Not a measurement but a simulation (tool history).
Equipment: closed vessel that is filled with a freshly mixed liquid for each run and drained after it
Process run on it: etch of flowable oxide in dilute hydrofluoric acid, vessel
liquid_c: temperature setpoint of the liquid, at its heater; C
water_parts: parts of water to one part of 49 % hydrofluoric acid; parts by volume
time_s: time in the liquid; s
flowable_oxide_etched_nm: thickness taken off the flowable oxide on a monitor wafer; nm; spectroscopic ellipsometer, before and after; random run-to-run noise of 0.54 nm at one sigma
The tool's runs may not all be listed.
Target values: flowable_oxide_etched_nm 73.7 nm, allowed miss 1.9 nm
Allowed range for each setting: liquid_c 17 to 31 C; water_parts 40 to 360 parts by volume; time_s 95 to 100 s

run 1 hour=0 | liquid_c=23 water_parts=200 time_s=95 | flowable_oxide_etched_nm=25.117
run 2 hour=4.9 | liquid_c=23 water_parts=145 time_s=95 | flowable_oxide_etched_nm=36.909
run 3 hour=7.3 | liquid_c=26 water_parts=145 time_s=95 | flowable_oxide_etched_nm=40.967
run 4 hour=15.1 | liquid_c=26 water_parts=145 time_s=95 | flowable_oxide_etched_nm=40.947
run 5 hour=21.5 | liquid_c=27 water_parts=135 time_s=95 | flowable_oxide_etched_nm=46.833
run 6 hour=28 | liquid_c=30 water_parts=135 time_s=95 | flowable_oxide_etched_nm=51.098
-- hour=33.4 hydrofluoric acid flow meter replaced
run 7 hour=33.4 | liquid_c=30 water_parts=125 time_s=95 | flowable_oxide_etched_nm=61.074
run 8 hour=35.6 | liquid_c=30 water_parts=125 time_s=95 | flowable_oxide_etched_nm=61.077

5 next moves are on the table. One of them brings every result within its allowed miss. Which?
run A hour=37.8 | liquid_c=28.5 water_parts=115 time_s=100 | flowable_oxide_etched_nm=?
run B hour=37.8 | liquid_c=30 water_parts=115 time_s=95 | flowable_oxide_etched_nm=?
run C hour=37.8 | liquid_c=29.5 water_parts=135 time_s=95 | flowable_oxide_etched_nm=?
run D hour=37.8 | liquid_c=31 water_parts=175 time_s=100 | flowable_oxide_etched_nm=?
run E hour=37.8 | liquid_c=29.5 water_parts=105 time_s=95 | flowable_oxide_etched_nm=?

move=A flowable_oxide_etched_nm=66.574
move=B flowable_oxide_etched_nm=66.882
move=C flowable_oxide_etched_nm=54.444
move=D flowable_oxide_etched_nm=44.264
move=E flowable_oxide_etched_nm=72.901
A: better than the last run, though not everything is in spec
B: better than the last run, though not everything is in spec
C: further off than the last run
D: further off than the last run
E: hits every target within its allowed miss
So the answer is move E, the one that meets all the targets.

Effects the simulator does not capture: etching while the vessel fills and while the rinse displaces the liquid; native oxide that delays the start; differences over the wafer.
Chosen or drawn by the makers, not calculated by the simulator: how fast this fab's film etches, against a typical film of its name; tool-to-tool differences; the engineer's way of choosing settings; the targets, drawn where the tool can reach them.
